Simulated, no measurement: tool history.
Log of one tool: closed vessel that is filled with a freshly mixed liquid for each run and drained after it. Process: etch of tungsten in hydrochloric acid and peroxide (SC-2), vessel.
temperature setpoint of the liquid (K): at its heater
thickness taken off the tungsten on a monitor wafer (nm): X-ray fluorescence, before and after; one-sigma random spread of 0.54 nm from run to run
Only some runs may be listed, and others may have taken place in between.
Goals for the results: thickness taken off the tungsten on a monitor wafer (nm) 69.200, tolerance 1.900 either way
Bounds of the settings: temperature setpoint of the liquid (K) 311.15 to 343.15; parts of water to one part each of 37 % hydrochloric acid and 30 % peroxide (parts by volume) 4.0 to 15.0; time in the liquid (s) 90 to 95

run,hour,temperature setpoint of the liquid (K),parts of water to one part each of 37 % hydrochloric acid and 30 % peroxide (parts by volume),time in the liquid (s),thickness taken off the tungsten on a monitor wafer (nm)
1,0.0,327.15,8.5,90,37.020
2,6.4,330.15,8.5,90,44.737
3,14.1,330.15,8.5,95,47.759
4,15.9,334.65,8.5,95,63.799
5,19.5,335.15,8.5,95,64.407
6,24.9,332.65,8.5,95,54.722
7,25.9,332.65,8.5,95,55.617
8,27.7,333.65,8.5,95,59.561
9,32.0,334.15,8.5,95,60.844

5 candidate next runs follow, results not yet known. Just one meets every target within its allowed miss. Identify it.
A,36.3,338.15,9.0,95,?
B,36.3,336.65,8.0,95,?
C,36.3,335.65,7.5,90,?
D,36.3,338.65,9.5,95,?
E,36.3,333.65,6.0,90,?

move,thickness taken off the tungsten on a monitor wafer (nm)
A,73.290
B,73.552
C,68.965
D,72.267
E,72.320
A: takes the result that was furthest off past its target
B: takes the result that was furthest off past its target
C: every result lands within tolerance
D: takes the result that was furthest off past its target
E: takes the result that was furthest off past its target
Correct choice: C, which meets every target
